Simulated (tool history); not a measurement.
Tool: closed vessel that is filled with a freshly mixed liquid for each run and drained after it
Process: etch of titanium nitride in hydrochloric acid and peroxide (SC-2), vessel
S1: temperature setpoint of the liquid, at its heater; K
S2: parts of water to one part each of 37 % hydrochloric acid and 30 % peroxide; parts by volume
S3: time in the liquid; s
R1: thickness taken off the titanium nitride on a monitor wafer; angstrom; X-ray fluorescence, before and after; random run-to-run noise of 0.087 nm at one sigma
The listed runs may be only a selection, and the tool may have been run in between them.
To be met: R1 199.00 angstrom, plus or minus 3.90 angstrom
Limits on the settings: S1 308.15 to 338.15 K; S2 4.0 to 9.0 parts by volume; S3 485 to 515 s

run  hour      S1   S2   S3      R1
  1   0.0  322.15  5.0  485  114.23
  2   4.4  324.65  5.0  485  135.79
  3   8.0  321.15  5.0  485  106.38
  4  11.3  323.65  5.0  485  126.01
  5  12.5  323.65  6.0  485  111.26
  6  20.2  323.65  6.0  485  111.23
  7  28.1  326.15  6.0  485  130.19
  8  29.4  328.15  6.0  485  148.63
  9  36.0  329.15  6.0  485  158.79
 10  41.8  333.15  6.0  485  203.87

4 next moves are on the table. One of them brings every result within its allowed miss. Which?
  A  47.6  330.15  5.0  515   ?
  B  47.6  332.15  6.0  485   ?
  C  47.6  331.65  6.0  515   ?
  D  47.6  332.65  5.5  485   ?

move      R1
   A  204.31
   B  191.15
   C  196.66
   D  210.42
A: further off than the last run
B: carries the result that was furthest off beyond its target, to the other side
C: all results in spec
D: further off than the last run
Answer: C

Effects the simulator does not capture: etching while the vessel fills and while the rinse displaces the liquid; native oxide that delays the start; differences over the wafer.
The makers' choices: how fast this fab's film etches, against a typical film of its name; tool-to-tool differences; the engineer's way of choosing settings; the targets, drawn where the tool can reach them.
